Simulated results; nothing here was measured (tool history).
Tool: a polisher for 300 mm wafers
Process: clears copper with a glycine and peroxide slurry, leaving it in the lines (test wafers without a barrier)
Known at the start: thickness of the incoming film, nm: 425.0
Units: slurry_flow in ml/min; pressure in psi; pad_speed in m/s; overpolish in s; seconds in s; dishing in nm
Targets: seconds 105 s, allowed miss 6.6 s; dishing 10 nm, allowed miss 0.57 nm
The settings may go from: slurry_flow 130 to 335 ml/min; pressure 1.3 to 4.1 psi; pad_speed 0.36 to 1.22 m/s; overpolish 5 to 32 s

run	hour	slurry_flow	pressure	pad_speed	overpolish	seconds	dishing
1	0	215	2.7	0.78	16	120.75	16.089
2	3	215	3	0.78	16	105.34	16.709
3	5.8	215	3	0.78	19	111.34	17.426
4	11.5	200	2.8	0.84	17	113.16	17.137
5	14.7	240	2.8	0.84	17	106.27	16.96
6	22.3	255	2.9	0.76	15	113.42	16.536
7	30.8	235	2.7	0.82	14	112.17	16.166
8	33	220	2.8	0.78	13	117.83	15.729
9	36.6	205	2.8	0.78	12	117.08	15.061
10	38.2	195	3	0.74	11	116.58	14.855
# hour 42.6: slurry nozzle cleaned
11	42.6	185	3.2	0.7	10	110.66	13.737
12	47.2	175	3.3	0.66	9	114.11	13.206
13	52.9	175	3.3	0.66	9	113.88	13.507
14	59.7	170	3.4	0.64	8	119.36	12.704
15	65.4	165	3.5	0.64	8	113.93	12.464
16	66.6	160	3.6	0.64	8	111.32	12.876
17	70.3	155	3.7	0.62	8	112.84	12.482
18	72.5	130	4.1	0.58	5	112.84	9.5712
19	73.1	130	4.1	0.58	5	113.7	9.559
20	81.7	135	4.1	0.58	5	110.71	9.3463
21	90.5	135	4.1	0.64	9	100.85	14.155

5 next moves are on the table. One of them brings every result within its allowed miss. Which?
A	99.3	130	4.1	0.7	6	?	?
B	99.3	155	4.1	0.6	7	?	?
C	99.3	215	4	0.62	18	?	?
D	99.3	145	4.1	0.64	5	?	?
E	99.3	210	3.7	0.68	6	?	?

move	seconds	dishing
A	97.821	11.34
B	107.79	11.845
C	102.48	16.937
D	103.38	9.873
E	101.57	11.193
A: nearer than the last run, and not there yet
B: nearer than the last run, and not there yet
C: further off than the last run
D: meets every target
E: nearer than the last run, and not there yet
Move D is the one to make.
